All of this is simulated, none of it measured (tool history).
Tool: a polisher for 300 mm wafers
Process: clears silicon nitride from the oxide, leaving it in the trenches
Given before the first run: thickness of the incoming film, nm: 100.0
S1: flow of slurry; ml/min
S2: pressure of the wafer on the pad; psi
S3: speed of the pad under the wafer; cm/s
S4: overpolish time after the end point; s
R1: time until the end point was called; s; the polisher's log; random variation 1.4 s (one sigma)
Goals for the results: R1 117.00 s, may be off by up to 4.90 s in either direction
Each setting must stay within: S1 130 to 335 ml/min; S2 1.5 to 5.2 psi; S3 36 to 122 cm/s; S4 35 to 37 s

run    day   S1   S2  S3  S4      R1
  1  0.000  215  3.3  78  35  146.27
  2  0.162  215  3.5  78  35  138.50
  3  0.250  215  3.6  78  35  134.92
  4  0.429  215  3.7  78  35  134.07
  5  0.483  255  3.7  78  35  127.40
  6  0.638  255  2.9  78  35  164.01
  7  0.733  255  3.2  78  35  147.82
  8  1.033  255  3.4  78  35  139.70
  9  1.375  255  3.5  78  35  133.92

Exactly one of the 5 candidate moves below puts every result within its allowed miss. Which one?
  A  1.717  265  3.3  86  35   ?
  B  1.717  255  4.1  84  36   ?
  C  1.717  310  3.7  96  37   ?
  D  1.717  290  3.6  80  37   ?
  E  1.717  250  3.9  82  35   ?

move      R1
   A  134.26
   B  111.27
   C  107.88
   D  130.12
   E  119.46
A: about the same distance from the targets as the last run
B: takes the biggest miss from the last run beyond its target
C: takes the biggest miss from the last run beyond its target
D: closes in on the targets versus the last run, not all within tolerance yet
E: meets every target
E meets every target.
